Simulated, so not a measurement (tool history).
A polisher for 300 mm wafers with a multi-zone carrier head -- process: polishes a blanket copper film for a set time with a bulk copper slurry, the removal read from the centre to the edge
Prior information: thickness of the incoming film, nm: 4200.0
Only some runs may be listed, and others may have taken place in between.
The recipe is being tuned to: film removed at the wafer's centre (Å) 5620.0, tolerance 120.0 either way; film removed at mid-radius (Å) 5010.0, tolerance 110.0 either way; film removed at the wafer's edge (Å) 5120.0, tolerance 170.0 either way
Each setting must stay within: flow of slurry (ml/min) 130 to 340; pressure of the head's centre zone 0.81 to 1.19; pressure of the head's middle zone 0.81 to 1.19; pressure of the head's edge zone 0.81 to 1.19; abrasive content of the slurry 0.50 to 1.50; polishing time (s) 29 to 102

run,hour,flow of slurry (ml/min),pressure of the head's centre zone,pressure of the head's middle zone,pressure of the head's edge zone,abrasive content of the slurry,polishing time (s),film removed at the wafer's centre (Å),film removed at mid-radius (Å),film removed at the wafer's edge (Å)
1,0.0,220,1.00,1.00,1.00,1.00,65,4563.0,4441.6,4421.3
2,3.4,220,1.00,1.00,0.94,1.00,65,4501.9,4437.8,4320.9
3,5.6,220,1.00,1.00,0.94,0.85,65,4416.6,4270.6,4195.8
4,13.5,230,1.01,1.00,0.97,0.90,65,4558.3,4379.1,4377.1
5,15.4,245,1.03,1.01,0.98,0.90,65,4650.4,4423.5,4474.3
6,16.1,245,1.03,1.01,0.98,0.80,65,4606.2,4316.8,4209.9
7,23.9,245,1.03,1.01,0.98,0.80,65,4492.7,4345.4,4292.3
8,25.2,255,1.05,1.02,1.00,0.85,65,4686.6,4412.0,4367.0
9,32.9,265,1.06,1.03,1.02,0.90,65,4830.7,4562.5,4477.3
10,40.5,270,1.07,1.03,1.04,0.95,65,4934.2,4630.3,4590.7
11,49.2,275,1.08,1.03,1.06,0.95,65,4980.3,4665.6,4710.4
12,56.3,280,1.09,1.03,1.07,0.95,65,5071.8,4607.0,4705.9
13,64.4,285,1.10,1.04,1.08,0.95,65,5073.8,4699.3,4744.8
14,70.0,290,1.11,1.04,1.09,0.95,65,5209.5,4625.9,4768.6
15,70.7,295,1.12,1.05,1.10,0.95,65,5228.5,4729.9,4768.6

5 candidate next runs follow, results not yet known. Just one meets every target within its allowed miss. Identify it.
A,71.4,295,1.14,1.12,1.09,0.95,71,?,?,?
B,71.4,330,1.12,1.10,1.01,1.00,65,?,?,?
C,71.4,310,1.19,0.97,1.13,0.80,70,?,?,?
D,71.4,295,1.15,1.08,1.16,0.85,69,?,?,?
E,71.4,330,1.13,1.19,1.11,1.15,62,?,?,?

move,film removed at the wafer's centre (Å),film removed at mid-radius (Å),film removed at the wafer's edge (Å)
A,5809.6,5484.1,5173.8
B,5337.1,5046.4,4644.9
C,5814.2,4653.0,5057.8
D,5575.1,5057.4,5084.9
E,5283.3,5293.5,4767.1
A: takes the result that was furthest off past its target
B: nearer the targets than the last run, but a result is still out of spec
C: takes the result that was furthest off past its target
D: all results in spec
E: nearer the targets than the last run, but a result is still out of spec
So the answer is move D, the one that meets all the targets.
